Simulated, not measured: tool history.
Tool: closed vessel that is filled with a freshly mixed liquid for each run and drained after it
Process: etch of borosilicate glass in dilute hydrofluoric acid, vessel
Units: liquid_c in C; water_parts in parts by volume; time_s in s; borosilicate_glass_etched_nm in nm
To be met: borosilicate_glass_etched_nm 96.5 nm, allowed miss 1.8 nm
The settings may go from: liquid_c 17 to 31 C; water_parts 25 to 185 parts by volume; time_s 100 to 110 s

run 1 hour=0 | liquid_c=23 water_parts=105 time_s=100 | borosilicate_glass_etched_nm=43.809
run 2 hour=1.5 | liquid_c=24 water_parts=100 time_s=100 | borosilicate_glass_etched_nm=48.168
run 3 hour=3.9 | liquid_c=26 water_parts=100 time_s=100 | borosilicate_glass_etched_nm=52.449
run 4 hour=6.2 | liquid_c=26 water_parts=85 time_s=100 | borosilicate_glass_etched_nm=62.48
run 5 hour=9.3 | liquid_c=26 water_parts=85 time_s=110 | borosilicate_glass_etched_nm=68.615
run 6 hour=10.4 | liquid_c=26.5 water_parts=85 time_s=110 | borosilicate_glass_etched_nm=70.257
run 7 hour=12.9 | liquid_c=27 water_parts=85 time_s=110 | borosilicate_glass_etched_nm=70.878
run 8 hour=14 | liquid_c=27.5 water_parts=80 time_s=110 | borosilicate_glass_etched_nm=77.273
run 9 hour=19.1 | liquid_c=28 water_parts=80 time_s=110 | borosilicate_glass_etched_nm=80.046
run 10 hour=23.3 | liquid_c=28.5 water_parts=80 time_s=110 | borosilicate_glass_etched_nm=80.998
run 11 hour=27.8 | liquid_c=29 water_parts=80 time_s=110 | borosilicate_glass_etched_nm=82.363
run 12 hour=29.3 | liquid_c=29.5 water_parts=80 time_s=110 | borosilicate_glass_etched_nm=84.121
run 13 hour=32.5 | liquid_c=30.5 water_parts=75 time_s=110 | borosilicate_glass_etched_nm=94.177

Which of these 4 next moves meets every target?
run A hour=35.7 | liquid_c=29 water_parts=70 time_s=105 | borosilicate_glass_etched_nm=?
run B hour=35.7 | liquid_c=30 water_parts=70 time_s=100 | borosilicate_glass_etched_nm=?
run C hour=35.7 | liquid_c=27.5 water_parts=65 time_s=105 | borosilicate_glass_etched_nm=?
run D hour=35.7 | liquid_c=31 water_parts=75 time_s=110 | borosilicate_glass_etched_nm=?

move=A borosilicate_glass_etched_nm=91.12
move=B borosilicate_glass_etched_nm=90.203
move=C borosilicate_glass_etched_nm=93.194
move=D borosilicate_glass_etched_nm=95.502
A: further off than the last run
B: further off than the last run
C: further off than the last run
D: meets every target
The right move is D.
